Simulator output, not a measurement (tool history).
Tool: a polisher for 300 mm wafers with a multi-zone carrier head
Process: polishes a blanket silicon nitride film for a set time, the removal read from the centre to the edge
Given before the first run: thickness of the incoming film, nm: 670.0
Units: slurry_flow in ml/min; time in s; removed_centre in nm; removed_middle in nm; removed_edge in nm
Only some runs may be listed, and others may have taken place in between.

run  hour  slurry_flow  centre_zone  middle_zone  edge_zone  time  removed_centre  removed_middle  removed_edge
  1     0          260            1            1          1    52          72.546          74.456        74.476
  2   8.4          260         1.06            1          1    52          77.551          72.454        73.536
  3  13.1          290         1.06            1          1    52          78.052          72.328        73.966
  4  15.8          290         1.06            1       1.02    53          78.794          73.191        77.561
  5  21.3          290         1.07         1.01       1.03    54          81.513          77.301        79.763
  6    26          290         1.07         1.01       1.11    54          81.746          76.415        80.636

Predict the results of run 7:
  7    27          295         1.07         1.01       1.12    54               ?               ?             ?

removed_centre: 81.21 nm
removed_middle: 76.75 nm
removed_edge: 84.17 nm
